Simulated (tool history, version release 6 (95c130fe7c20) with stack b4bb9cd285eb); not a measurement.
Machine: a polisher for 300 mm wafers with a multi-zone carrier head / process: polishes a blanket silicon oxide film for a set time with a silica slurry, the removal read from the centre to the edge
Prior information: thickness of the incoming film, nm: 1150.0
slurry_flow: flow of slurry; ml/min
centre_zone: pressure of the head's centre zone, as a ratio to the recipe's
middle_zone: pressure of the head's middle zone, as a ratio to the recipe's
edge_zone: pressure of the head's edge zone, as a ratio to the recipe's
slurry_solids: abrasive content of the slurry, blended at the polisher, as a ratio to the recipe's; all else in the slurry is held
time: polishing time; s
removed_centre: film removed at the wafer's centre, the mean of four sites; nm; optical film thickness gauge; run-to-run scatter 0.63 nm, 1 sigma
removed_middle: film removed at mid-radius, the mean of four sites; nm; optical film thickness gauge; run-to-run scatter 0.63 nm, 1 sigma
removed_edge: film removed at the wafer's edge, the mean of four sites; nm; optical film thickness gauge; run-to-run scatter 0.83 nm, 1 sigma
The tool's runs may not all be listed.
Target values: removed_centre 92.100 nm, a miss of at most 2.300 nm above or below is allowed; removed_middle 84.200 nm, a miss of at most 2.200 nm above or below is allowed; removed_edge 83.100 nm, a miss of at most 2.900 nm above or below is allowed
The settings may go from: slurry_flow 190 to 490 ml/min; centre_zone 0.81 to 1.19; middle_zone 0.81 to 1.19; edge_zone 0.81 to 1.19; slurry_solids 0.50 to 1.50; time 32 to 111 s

Run 1, hour 0.0: slurry_flow 315 ml/min, centre_zone 1.00, middle_zone 1.00, edge_zone 1.00, slurry_solids 1.00, time 71 s. Result: removed_centre 176.310 nm, removed_middle 172.740 nm, removed_edge 170.590 nm.
Run 2, hour 8.0: slurry_flow 315 ml/min, centre_zone 1.00, middle_zone 1.00, edge_zone 1.06, slurry_solids 1.00, time 71 s. Result: removed_centre 176.060 nm, removed_middle 173.980 nm, removed_edge 169.880 nm.
Run 3, hour 11.7: slurry_flow 315 ml/min, centre_zone 1.00, middle_zone 1.00, edge_zone 1.02, slurry_solids 1.00, time 71 s. Result: removed_centre 177.590 nm, removed_middle 173.440 nm, removed_edge 175.160 nm.
Run 4, hour 16.3: slurry_flow 330 ml/min, centre_zone 1.03, middle_zone 1.01, edge_zone 1.02, slurry_solids 0.85, time 59 s. Result: removed_centre 137.740 nm, removed_middle 129.980 nm, removed_edge 128.020 nm.
Run 5, hour 19.8: slurry_flow 330 ml/min, centre_zone 1.03, middle_zone 1.01, edge_zone 1.02, slurry_solids 0.85, time 65 s. Result: removed_centre 150.850 nm, removed_middle 145.390 nm, removed_edge 139.640 nm.
Run 6, hour 25.1: slurry_flow 330 ml/min, centre_zone 1.03, middle_zone 1.01, edge_zone 1.02, slurry_solids 0.85, time 59 s. Result: removed_centre 137.930 nm, removed_middle 130.820 nm, removed_edge 128.860 nm.
Run 7, hour 28.0: slurry_flow 340 ml/min, centre_zone 1.04, middle_zone 1.01, edge_zone 1.02, slurry_solids 0.75, time 54 s. Result: removed_centre 117.480 nm, removed_middle 110.720 nm, removed_edge 107.620 nm.
Run 8, hour 29.3: slurry_flow 350 ml/min, centre_zone 1.04, middle_zone 0.99, edge_zone 1.00, slurry_solids 0.65, time 53 s. Result: removed_centre 102.270 nm, removed_middle 94.132 nm, removed_edge 94.758 nm.
Run 9, hour 32.0: slurry_flow 350 ml/min, centre_zone 1.04, middle_zone 0.99, edge_zone 0.94, slurry_solids 0.65, time 53 s. Result: removed_centre 101.650 nm, removed_middle 96.749 nm, removed_edge 91.958 nm.
Run 10, hour 35.5: slurry_flow 295 ml/min, centre_zone 1.01, middle_zone 0.89, edge_zone 0.85, slurry_solids 0.50, time 53 s. Result: removed_centre 75.673 nm, removed_middle 66.560 nm, removed_edge 67.998 nm.
Run 11, hour 43.3: slurry_flow 385 ml/min, centre_zone 1.04, middle_zone 0.96, edge_zone 0.95, slurry_solids 0.50, time 50 s. Result: removed_centre 74.909 nm, removed_middle 67.494 nm, removed_edge 67.708 nm.
Run 12, hour 44.2: slurry_flow 330 ml/min, centre_zone 1.04, middle_zone 0.96, edge_zone 0.94, slurry_solids 0.50, time 50 s. Result: removed_centre 73.326 nm, removed_middle 66.599 nm, removed_edge 66.555 nm.
At hour 47.9: edge zone pressure recalibrated.
Run 13, hour 47.9: slurry_flow 355 ml/min, centre_zone 1.14, middle_zone 1.06, edge_zone 1.04, slurry_solids 0.75, time 50 s. Result: removed_centre 119.490 nm, removed_middle 107.310 nm, removed_edge 104.680 nm.
Run 14, hour 51.9: slurry_flow 355 ml/min, centre_zone 1.09, middle_zone 1.01, edge_zone 0.98, slurry_solids 0.75, time 50 s. Result: removed_centre 112.740 nm, removed_middle 102.930 nm, removed_edge 101.310 nm.
Run 15, hour 53.2: slurry_flow 345 ml/min, centre_zone 1.07, middle_zone 0.98, edge_zone 0.92, slurry_solids 0.75, time 50 s. Result: removed_centre 111.450 nm, removed_middle 102.110 nm, removed_edge 98.413 nm.

Exercise: of the 5 proposed moves below, exactly one satisfies all targets within the stated allowed misses. Which move is it?
Run A, hour 54.5: slurry_flow 385 ml/min, centre_zone 1.09, middle_zone 0.92, edge_zone 1.01, slurry_solids 0.75, time 40 s. Result: removed_centre ?, removed_middle ?, removed_edge ?.
Run B, hour 54.5: slurry_flow 355 ml/min, centre_zone 1.06, middle_zone 0.99, edge_zone 0.94, slurry_solids 0.65, time 47 s. Result: removed_centre ?, removed_middle ?, removed_edge ?.
Run C, hour 54.5: slurry_flow 305 ml/min, centre_zone 1.11, middle_zone 1.05, edge_zone 0.82, slurry_solids 0.75, time 40 s. Result: removed_centre ?, removed_middle ?, removed_edge ?.
Run D, hour 54.5: slurry_flow 315 ml/min, centre_zone 1.09, middle_zone 0.99, edge_zone 0.87, slurry_solids 0.55, time 51 s. Result: removed_centre ?, removed_middle ?, removed_edge ?.
Run E, hour 54.5: slurry_flow 335 ml/min, centre_zone 1.00, middle_zone 0.97, edge_zone 0.94, slurry_solids 0.85, time 55 s. Result: removed_centre ?, removed_middle ?, removed_edge ?.

move  removed_centre  removed_middle  removed_edge
   A          91.264          77.749        81.454
   B          92.254          84.873        82.548
   C          91.238          83.438        74.586
   D          86.841          77.749        73.762
   E         124.400         119.840       118.250
A: brings the result that was furthest off to its target, and leaves another outside
B: meets every target
C: brings the result that was furthest off to its target, and leaves another outside
D: the result that was furthest off in the last run now lies on the other side of its target
E: lands further from the targets than the last run did
Correct choice: B, which meets every target
